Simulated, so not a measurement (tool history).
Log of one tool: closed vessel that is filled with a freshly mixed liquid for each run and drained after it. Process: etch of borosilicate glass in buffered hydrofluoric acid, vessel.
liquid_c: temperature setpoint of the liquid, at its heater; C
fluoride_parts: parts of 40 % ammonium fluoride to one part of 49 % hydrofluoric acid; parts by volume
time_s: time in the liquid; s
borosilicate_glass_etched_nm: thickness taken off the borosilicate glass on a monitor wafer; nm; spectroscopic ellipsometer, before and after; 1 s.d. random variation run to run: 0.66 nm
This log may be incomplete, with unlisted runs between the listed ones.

{"run": 1, "hour": 0.0, "liquid_c": 24, "fluoride_parts": 9, "time_s": 105, "borosilicate_glass_etched_nm": 149.01}
{"run": 2, "hour": 4.3, "liquid_c": 24, "fluoride_parts": 9, "time_s": 110, "borosilicate_glass_etched_nm": 157.31}
{"run": 3, "hour": 12.7, "liquid_c": 22, "fluoride_parts": 9, "time_s": 110, "borosilicate_glass_etched_nm": 138.65}
{"run": 4, "hour": 18.9, "liquid_c": 22, "fluoride_parts": 9, "time_s": 110, "borosilicate_glass_etched_nm": 138.82}
{"run": 5, "hour": 22.6, "liquid_c": 21.5, "fluoride_parts": 9, "time_s": 110, "borosilicate_glass_etched_nm": 135.05}
{"run": 6, "hour": 26.9, "liquid_c": 21.5, "fluoride_parts": 9, "time_s": 105, "borosilicate_glass_etched_nm": 130.1}
{"run": 7, "hour": 35.1, "liquid_c": 21.5, "fluoride_parts": 9, "time_s": 105, "borosilicate_glass_etched_nm": 130.4}

Expected results for the next run?
{"run": 8, "hour": 41.4, "liquid_c": 21, "fluoride_parts": 9, "time_s": 105, "borosilicate_glass_etched_nm": "?"}

For run 8 the tool returned borosilicate_glass_etched_nm 127.75 nm.
